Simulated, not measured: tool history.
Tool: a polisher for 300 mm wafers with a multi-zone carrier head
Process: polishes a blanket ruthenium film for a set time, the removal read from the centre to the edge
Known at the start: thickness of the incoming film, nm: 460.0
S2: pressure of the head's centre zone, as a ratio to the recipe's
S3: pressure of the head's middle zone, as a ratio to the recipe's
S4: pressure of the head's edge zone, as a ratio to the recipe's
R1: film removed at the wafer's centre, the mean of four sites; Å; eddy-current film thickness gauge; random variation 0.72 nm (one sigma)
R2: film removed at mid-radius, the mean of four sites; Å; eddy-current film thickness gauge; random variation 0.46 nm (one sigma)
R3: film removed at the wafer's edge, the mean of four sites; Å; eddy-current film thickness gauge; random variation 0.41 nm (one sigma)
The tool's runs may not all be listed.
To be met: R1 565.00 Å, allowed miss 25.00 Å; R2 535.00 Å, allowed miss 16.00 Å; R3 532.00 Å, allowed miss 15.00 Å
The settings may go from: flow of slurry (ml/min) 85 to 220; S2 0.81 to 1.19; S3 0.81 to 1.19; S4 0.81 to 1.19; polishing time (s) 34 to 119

{"run": 1, "hour": 0.0, "flow of slurry (ml/min)": 140, "S2": 1.0, "S3": 1.0, "S4": 1.0, "polishing time (s)": 76, "R1": 598.89, "R2": 676.27, "R3": 681.97}
{"run": 2, "hour": 5.7, "flow of slurry (ml/min)": 125, "S2": 1.0, "S3": 1.0, "S4": 1.0, "polishing time (s)": 76, "R1": 581.34, "R2": 654.35, "R3": 664.53}
{"run": 3, "hour": 13.1, "flow of slurry (ml/min)": 120, "S2": 1.02, "S3": 0.99, "S4": 0.97, "polishing time (s)": 74, "R1": 555.7, "R2": 623.09, "R3": 634.19}
{"run": 4, "hour": 20.1, "flow of slurry (ml/min)": 90, "S2": 1.02, "S3": 0.99, "S4": 0.97, "polishing time (s)": 74, "R1": 496.74, "R2": 563.28, "R3": 588.29}
{"run": 5, "hour": 25.1, "flow of slurry (ml/min)": 95, "S2": 1.05, "S3": 0.98, "S4": 0.94, "polishing time (s)": 73, "R1": 521.79, "R2": 563.81, "R3": 585.36}
{"run": 6, "hour": 30.2, "flow of slurry (ml/min)": 95, "S2": 1.05, "S3": 0.98, "S4": 0.94, "polishing time (s)": 90, "R1": 662.78, "R2": 705.79, "R3": 731.81}
{"hour": 35.1, "done": "centre zone pressure recalibrated"}
{"run": 7, "hour": 35.1, "flow of slurry (ml/min)": 95, "S2": 1.05, "S3": 0.98, "S4": 0.94, "polishing time (s)": 90, "R1": 732.47, "R2": 688.29, "R3": 717.98}
{"run": 8, "hour": 37.9, "flow of slurry (ml/min)": 95, "S2": 1.07, "S3": 0.98, "S4": 0.92, "polishing time (s)": 86, "R1": 711.17, "R2": 660.98, "R3": 696.32}
{"run": 9, "hour": 45.2, "flow of slurry (ml/min)": 135, "S2": 1.11, "S3": 1.03, "S4": 0.83, "polishing time (s)": 64, "R1": 618.21, "R2": 574.83, "R3": 524.81}

Which of these 4 next moves meets every target?
{"run": "A", "hour": 52.5, "flow of slurry (ml/min)": 115, "S2": 1.13, "S3": 0.82, "S4": 0.9, "polishing time (s)": 69, "R1": "?", "R2": "?", "R3": "?"}
{"run": "B", "hour": 52.5, "flow of slurry (ml/min)": 110, "S2": 1.19, "S3": 1.06, "S4": 0.81, "polishing time (s)": 68, "R1": "?", "R2": "?", "R3": "?"}
{"run": "C", "hour": 52.5, "flow of slurry (ml/min)": 140, "S2": 1.12, "S3": 0.85, "S4": 0.86, "polishing time (s)": 63, "R1": "?", "R2": "?", "R3": "?"}
{"run": "D", "hour": 52.5, "flow of slurry (ml/min)": 120, "S2": 1.07, "S3": 0.99, "S4": 0.92, "polishing time (s)": 64, "R1": "?", "R2": "?", "R3": "?"}

move=A R1=635.93 R2=494.80 R3=575.72
move=B R1=651.65 R2=596.32 R3=536.66
move=C R1=608.93 R2=488.84 R3=533.64
move=D R1=566.51 R2=543.06 R3=542.18
A: takes the result that was furthest off past its target
B: further off than the last run
C: takes the result that was furthest off past its target
D: meets every target
Answer: D
